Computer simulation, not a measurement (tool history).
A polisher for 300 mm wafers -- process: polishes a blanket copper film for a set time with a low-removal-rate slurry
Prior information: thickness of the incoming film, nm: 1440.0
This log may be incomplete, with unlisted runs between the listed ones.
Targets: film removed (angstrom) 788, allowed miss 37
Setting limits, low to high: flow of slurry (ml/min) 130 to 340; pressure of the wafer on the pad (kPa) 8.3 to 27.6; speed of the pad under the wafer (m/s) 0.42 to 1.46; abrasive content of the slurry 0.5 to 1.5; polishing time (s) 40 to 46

run,hour,flow of slurry (ml/min),pressure of the wafer on the pad (kPa),speed of the pad under the wafer (m/s),abrasive content of the slurry,polishing time (s),film removed (angstrom)
1,0,220,17.9,0.94,1,46,1122.8
2,8.1,220,20.7,0.94,1,46,1345.8
3,16.9,220,19.3,0.94,1,46,1198.9
4,23.9,220,23.4,0.94,1,46,1475.6
5,32.5,245,23.4,0.94,1,46,1517.2
6,39.5,245,23.4,0.94,0.8,46,1422.9
7,44.7,245,21.4,0.94,0.8,46,1325.3
8,48.4,245,20,0.94,0.8,46,1216.8
9,50.1,245,18.6,0.94,0.8,46,1147.4
10,58.2,245,17.2,0.94,0.8,46,1060.7
11,64.6,245,16.5,0.94,0.8,46,1011.1
12,67.9,245,15.9,0.94,0.8,46,974.38
13,70.3,245,15.2,0.94,0.8,46,935.39
14,73.6,245,14.5,0.94,0.8,46,920.22
15,78.7,245,13.8,0.94,0.8,46,853.56

Which one of the following 4 next-run settings gets every result inside its allowed miss? There is exactly one.
A,83.8,220,15.2,0.98,0.65,40,?
B,83.8,165,13.1,1.2,0.8,42,?
C,83.8,240,13.1,1.02,0.75,46,?
D,83.8,205,13.1,1.02,0.8,46,?

move,film removed (angstrom)
A,803.81
B,891.26
C,869.55
D,863.39
A: in spec on every target
B: moves away from the targets compared with the last run
C: moves away from the targets compared with the last run
D: moves away from the targets compared with the last run
Move A is the one to make.
